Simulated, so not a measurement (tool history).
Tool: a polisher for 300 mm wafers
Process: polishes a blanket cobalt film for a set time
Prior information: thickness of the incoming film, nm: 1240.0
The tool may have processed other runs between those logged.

run  hour  flow of slurry (ml/min)  pressure of the wafer on the pad (kPa)  speed of the pad under the wafer (m/s)  polishing time (s)  film removed (nm)
  1   0.0                      175                                     9.7                                    0.82                  25             74.010
  2   5.5                      180                                    10.3                                    0.82                  25             80.063
  3   7.2                      180                                     9.0                                    0.82                  25             68.399
  4   7.8                      180                                     9.0                                    0.64                  25             53.300
  5  10.9                      180                                    10.3                                    0.66                  25             65.346
  6  12.9                      180                                    11.7                                    0.66                  25             71.597
  7  20.8                      185                                    12.4                                    0.70                  25             81.740

Run 8, settings as shown, results not yet in. Your forecast:
  8  24.3                      185                                    13.1                                    0.72                  25                  ?

For run 8 the tool returned film removed (nm) 90.635.
